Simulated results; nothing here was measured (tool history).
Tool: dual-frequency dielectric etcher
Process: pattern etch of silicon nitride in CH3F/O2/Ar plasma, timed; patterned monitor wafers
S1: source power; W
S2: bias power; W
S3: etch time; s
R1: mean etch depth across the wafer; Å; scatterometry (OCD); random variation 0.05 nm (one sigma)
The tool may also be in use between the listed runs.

{"run": 1, "hour": 0.0, "S1": 390, "S2": 75, "S3": 32.5, "R1": 225.85}
{"run": 2, "hour": 7.4, "S1": 410, "S2": 75, "S3": 32.5, "R1": 230.3}
{"run": 3, "hour": 11.0, "S1": 430, "S2": 75, "S3": 32.5, "R1": 233.68}
{"run": 4, "hour": 14.2, "S1": 400, "S2": 75, "S3": 32.5, "R1": 228.49}
{"run": 5, "hour": 18.8, "S1": 420, "S2": 75, "S3": 32.5, "R1": 232.84}
{"run": 6, "hour": 23.6, "S1": 430, "S2": 75, "S3": 32.5, "R1": 233.79}
{"run": 7, "hour": 24.4, "S1": 450, "S2": 75, "S3": 32.5, "R1": 237.77}

The next listed run, before its measurement:
{"run": 8, "hour": 27.4, "S1": 460, "S2": 75, "S3": 32.5, "R1": "?"}

R1: 239.93 Å
